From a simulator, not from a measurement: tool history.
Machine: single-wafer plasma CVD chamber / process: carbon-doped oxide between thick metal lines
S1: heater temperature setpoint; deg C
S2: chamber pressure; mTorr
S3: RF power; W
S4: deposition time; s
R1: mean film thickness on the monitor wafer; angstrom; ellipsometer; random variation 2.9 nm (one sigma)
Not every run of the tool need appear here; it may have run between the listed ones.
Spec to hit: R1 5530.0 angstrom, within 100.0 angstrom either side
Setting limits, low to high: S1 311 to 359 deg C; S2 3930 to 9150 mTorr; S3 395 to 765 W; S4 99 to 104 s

{"run": 1, "hour": 0.0, "S1": 335, "S2": 6540, "S3": 580, "S4": 104, "R1": 6536.9}
{"run": 2, "hour": 0.6, "S1": 335, "S2": 6540, "S3": 580, "S4": 104, "R1": 6540.8}
{"run": 3, "hour": 8.7, "S1": 339, "S2": 6200, "S3": 545, "S4": 104, "R1": 6117.5}
{"run": 4, "hour": 15.4, "S1": 339, "S2": 5200, "S3": 545, "S4": 104, "R1": 5952.0}
{"run": 5, "hour": 23.8, "S1": 339, "S2": 6030, "S3": 545, "S4": 104, "R1": 6160.6}
{"run": 6, "hour": 30.3, "S1": 339, "S2": 6030, "S3": 545, "S4": 104, "R1": 6097.0}
{"run": 7, "hour": 38.4, "S1": 339, "S2": 6030, "S3": 545, "S4": 104, "R1": 6119.7}
{"hour": 46.1, "done": "thermocouple changed; heater temperature recalibrated"}
{"run": 8, "hour": 46.1, "S1": 343, "S2": 5560, "S3": 535, "S4": 104, "R1": 5989.9}
{"run": 9, "hour": 49.5, "S1": 343, "S2": 5280, "S3": 520, "S4": 104, "R1": 5802.5}
{"run": 10, "hour": 56.7, "S1": 343, "S2": 4970, "S3": 515, "S4": 104, "R1": 5760.6}

4 next moves are on the table. One of them brings every result within its allowed miss. Which?
{"run": "A", "hour": 63.9, "S1": 333, "S2": 5840, "S3": 435, "S4": 104, "R1": "?"}
{"run": "B", "hour": 63.9, "S1": 347, "S2": 5080, "S3": 505, "S4": 99, "R1": "?"}
{"run": "C", "hour": 63.9, "S1": 342, "S2": 4910, "S3": 545, "S4": 100, "R1": "?"}
{"run": "D", "hour": 63.9, "S1": 337, "S2": 4490, "S3": 515, "S4": 101, "R1": "?"}

move=A R1=5404.2
move=B R1=5352.2
move=C R1=5738.1
move=D R1=5571.8
A: moves the result that the last run missed by most past its target, out the other side
B: moves the result that the last run missed by most past its target, out the other side
C: an improvement on the last run, though not all results are within tolerance
D: meets every target
So the answer is move D, the one that meets all the targets.

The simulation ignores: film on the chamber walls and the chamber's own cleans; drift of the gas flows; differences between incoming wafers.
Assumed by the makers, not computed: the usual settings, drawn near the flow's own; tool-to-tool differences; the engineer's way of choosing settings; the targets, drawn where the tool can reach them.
